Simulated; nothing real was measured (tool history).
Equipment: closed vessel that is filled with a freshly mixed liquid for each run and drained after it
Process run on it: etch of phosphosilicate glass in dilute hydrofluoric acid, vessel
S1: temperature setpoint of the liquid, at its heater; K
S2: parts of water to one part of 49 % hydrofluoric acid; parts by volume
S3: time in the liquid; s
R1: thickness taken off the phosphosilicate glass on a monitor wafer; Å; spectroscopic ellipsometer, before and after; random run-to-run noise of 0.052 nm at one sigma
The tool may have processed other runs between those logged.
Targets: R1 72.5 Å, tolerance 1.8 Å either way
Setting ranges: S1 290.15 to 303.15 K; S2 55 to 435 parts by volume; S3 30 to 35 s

run,hour,S1,S2,S3,R1
1,0,295.15,245,35,86.843
2,6.9,297.15,245,35,93.726
3,14.2,297.15,210,35,114.51
4,22.2,298.15,210,35,117.85
5,26.2,301.15,210,35,132.22
6,34.8,299.65,210,35,124.95
7,41.8,298.65,215,35,119.38
8,43.4,297.65,220,35,111.64
9,45.3,297.15,225,35,104.63
10,48,297.15,225,35,105.1
11,56.2,296.65,225,35,102.99
12,63.9,296.15,225,35,102.79
13,71.4,295.65,230,35,95.776
14,78.2,291.65,240,35,79.299

Which of these 4 next moves meets every target?
A,85,291.65,200,30,?
B,85,290.15,190,30,?
C,85,291.15,255,35,?
D,85,291.15,230,35,?

move,R1
A,84.711
B,84.809
C,72.286
D,81.964
A: lands further from the targets than the last run did
B: lands further from the targets than the last run did
C: in spec on every target
D: lands further from the targets than the last run did
Answer: C
